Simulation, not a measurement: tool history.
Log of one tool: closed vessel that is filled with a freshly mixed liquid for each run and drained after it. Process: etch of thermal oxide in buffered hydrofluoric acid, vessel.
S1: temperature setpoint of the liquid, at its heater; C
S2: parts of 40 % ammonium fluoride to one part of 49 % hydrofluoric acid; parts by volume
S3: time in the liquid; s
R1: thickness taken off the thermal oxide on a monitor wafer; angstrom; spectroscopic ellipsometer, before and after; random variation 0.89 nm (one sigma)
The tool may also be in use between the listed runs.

Run 1, hour 0: S1 21 C, S2 11.5 parts by volume, S3 85 s. Result: R1 709.42 angstrom.
Run 2, hour 5.2: S1 21 C, S2 14 parts by volume, S3 85 s. Result: R1 595.23 angstrom.
Run 3, hour 10.2: S1 23.5 C, S2 14 parts by volume, S3 85 s. Result: R1 679.48 angstrom.
Run 4, hour 17.5: S1 25 C, S2 14 parts by volume, S3 85 s. Result: R1 735.36 angstrom.
Run 5, hour 22.6: S1 26 C, S2 14 parts by volume, S3 85 s. Result: R1 771.92 angstrom.
Run 6, hour 24: S1 27 C, S2 14 parts by volume, S3 85 s. Result: R1 809.93 angstrom.

The next listed run, before its measurement:
Run 7, hour 29.4: S1 27.5 C, S2 14 parts by volume, S3 85 s. Result: R1 ?.

Run 7 gave R1 834.58 angstrom.
